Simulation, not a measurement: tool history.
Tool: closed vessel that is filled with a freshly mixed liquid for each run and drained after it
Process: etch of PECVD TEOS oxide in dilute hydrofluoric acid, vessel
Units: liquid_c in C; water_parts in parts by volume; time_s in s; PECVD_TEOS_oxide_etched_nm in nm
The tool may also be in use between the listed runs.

Run 1, hour 0.0: liquid_c 23.0 C, water_parts 55 parts by volume, time_s 100 s. Result: PECVD_TEOS_oxide_etched_nm 49.889 nm.
Run 2, hour 1.2: liquid_c 23.0 C, water_parts 55 parts by volume, time_s 110 s. Result: PECVD_TEOS_oxide_etched_nm 54.458 nm.
Run 3, hour 3.4: liquid_c 23.0 C, water_parts 35 parts by volume, time_s 110 s. Result: PECVD_TEOS_oxide_etched_nm 88.028 nm.
Run 4, hour 5.9: liquid_c 22.0 C, water_parts 40 parts by volume, time_s 110 s. Result: PECVD_TEOS_oxide_etched_nm 72.814 nm.
Run 5, hour 14.5: liquid_c 21.0 C, water_parts 45 parts by volume, time_s 110 s. Result: PECVD_TEOS_oxide_etched_nm 62.006 nm.
Run 6, hour 22.4: liquid_c 18.5 C, water_parts 45 parts by volume, time_s 110 s. Result: PECVD_TEOS_oxide_etched_nm 55.438 nm.

The next listed run, before its measurement:
Run 7, hour 31.1: liquid_c 18.0 C, water_parts 50 parts by volume, time_s 110 s. Result: PECVD_TEOS_oxide_etched_nm ?.

Run 7 gave PECVD_TEOS_oxide_etched_nm 48.641 nm.
